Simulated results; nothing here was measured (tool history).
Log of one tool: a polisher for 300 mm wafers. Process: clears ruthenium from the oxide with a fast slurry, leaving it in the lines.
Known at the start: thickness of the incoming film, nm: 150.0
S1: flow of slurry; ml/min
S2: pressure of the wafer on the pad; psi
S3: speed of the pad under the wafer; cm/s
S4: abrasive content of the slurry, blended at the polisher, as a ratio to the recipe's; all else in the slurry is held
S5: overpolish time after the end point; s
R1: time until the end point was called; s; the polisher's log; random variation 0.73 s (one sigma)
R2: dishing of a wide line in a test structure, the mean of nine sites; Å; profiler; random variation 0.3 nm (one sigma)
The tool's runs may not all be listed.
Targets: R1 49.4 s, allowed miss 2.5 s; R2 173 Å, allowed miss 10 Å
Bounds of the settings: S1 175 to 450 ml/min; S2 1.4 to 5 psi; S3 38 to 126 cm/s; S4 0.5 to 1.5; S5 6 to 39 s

Run 1, hour 0: S1 290 ml/min, S2 3.2 psi, S3 82 cm/s, S4 1, S5 20 s. Result: R1 39.246 s, R2 495.69 Å.
Run 2, hour 8.3: S1 290 ml/min, S2 3.2 psi, S3 82 cm/s, S4 1, S5 23 s. Result: R1 40.894 s, R2 541.99 Å.
Run 3, hour 10.1: S1 360 ml/min, S2 3.2 psi, S3 82 cm/s, S4 1, S5 23 s. Result: R1 40.361 s, R2 544.11 Å.
Run 4, hour 13.8: S1 330 ml/min, S2 3.2 psi, S3 82 cm/s, S4 1, S5 23 s. Result: R1 40.54 s, R2 554.07 Å.
Run 5, hour 21.8: S1 330 ml/min, S2 3.2 psi, S3 82 cm/s, S4 1, S5 27 s. Result: R1 39.579 s, R2 584.28 Å.
Run 6, hour 27.9: S1 330 ml/min, S2 3.2 psi, S3 82 cm/s, S4 1, S5 22 s. Result: R1 40.353 s, R2 525.57 Å.
Run 7, hour 30.7: S1 280 ml/min, S2 2.8 psi, S3 80 cm/s, S4 1, S5 17 s. Result: R1 46.463 s, R2 379.07 Å.
Run 8, hour 32.5: S1 245 ml/min, S2 2.3 psi, S3 82 cm/s, S4 1.15, S5 13 s. Result: R1 54.24 s, R2 276.78 Å.
At hour 35.7: slurry blender recalibrated.
Run 9, hour 35.7: S1 220 ml/min, S2 2 psi, S3 90 cm/s, S4 1.25, S5 11 s. Result: R1 49.106 s, R2 250.08 Å.
Run 10, hour 43.9: S1 205 ml/min, S2 1.8 psi, S3 92 cm/s, S4 1.35, S5 9 s. Result: R1 53.192 s, R2 198.05 Å.
Run 11, hour 51.8: S1 200 ml/min, S2 1.9 psi, S3 96 cm/s, S4 1.5, S5 6 s. Result: R1 46.839 s, R2 155.11 Å.
Run 12, hour 57.5: S1 200 ml/min, S2 1.9 psi, S3 96 cm/s, S4 1.45, S5 6 s. Result: R1 47.721 s, R2 157.28 Å.
Run 13, hour 61.1: S1 200 ml/min, S2 1.9 psi, S3 96 cm/s, S4 1.4, S5 6 s. Result: R1 48.948 s, R2 149.21 Å.
Run 14, hour 63.7: S1 215 ml/min, S2 1.9 psi, S3 96 cm/s, S4 1.4, S5 6 s. Result: R1 48.18 s, R2 152.58 Å.
Run 15, hour 68.4: S1 210 ml/min, S2 1.9 psi, S3 96 cm/s, S4 1.35, S5 6 s. Result: R1 49.346 s, R2 152.98 Å.
Run 16, hour 73.8: S1 210 ml/min, S2 1.9 psi, S3 94 cm/s, S4 1.35, S5 6 s. Result: R1 49.821 s, R2 151.72 Å.

Which of these 5 next moves meets every target?
Run A, hour 79.2: S1 260 ml/min, S2 1.7 psi, S3 100 cm/s, S4 1.5, S5 7 s. Result: R1 ?, R2 ?.
Run B, hour 79.2: S1 195 ml/min, S2 2.2 psi, S3 88 cm/s, S4 1.2, S5 8 s. Result: R1 ?, R2 ?.
Run C, hour 79.2: S1 200 ml/min, S2 2 psi, S3 90 cm/s, S4 1.4, S5 8 s. Result: R1 ?, R2 ?.
Run D, hour 79.2: S1 220 ml/min, S2 2 psi, S3 106 cm/s, S4 1.4, S5 6 s. Result: R1 ?, R2 ?.
Run E, hour 79.2: S1 180 ml/min, S2 2.2 psi, S3 74 cm/s, S4 1.4, S5 8 s. Result: R1 ?, R2 ?.

move      R1      R2
   A  50.629  167.94
   B  50.131  191.24
   C  50.525   189.9
   D  42.668  170.55
   E    56.4   171.9
A: meets every target
B: takes the result that was furthest off past its target
C: takes the result that was furthest off past its target
D: brings the result that was furthest off to its target, and leaves another outside
E: brings the result that was furthest off to its target, and leaves another outside
Answer: A
